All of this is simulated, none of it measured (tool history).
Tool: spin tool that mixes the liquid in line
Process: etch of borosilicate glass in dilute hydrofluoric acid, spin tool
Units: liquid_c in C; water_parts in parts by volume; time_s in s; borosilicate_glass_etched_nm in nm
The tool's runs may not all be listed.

| run | day | liquid_c | water_parts | time_s | borosilicate_glass_etched_nm |
|---|---|---|---|---|---|
| 1 | 0.000 | 25.0 | 220 | 265 | 31.471 |
| 2 | 0.058 | 25.0 | 220 | 265 | 30.968 |
| 3 | 0.283 | 26.5 | 220 | 265 | 33.304 |
| 4 | 0.462 | 27.5 | 220 | 265 | 34.213 |
| 5 | 0.604 | 27.5 | 260 | 265 | 27.400 |
| 6 | 0.708 | 28.5 | 250 | 265 | 30.174 |
| 7 | 0.792 | 29.5 | 245 | 265 | 32.672 |
| 8 | 0.912 | 30.0 | 240 | 265 | 33.211 |
| 9 | 1.146 | 33.0 | 210 | 265 | 43.782 |

Run 10 comes next. What will it give?
| 10 | 1.421 | 32.5 | 210 | 265 | ? |

{"run 10": {"borosilicate_glass_etched_nm": 43.255}}
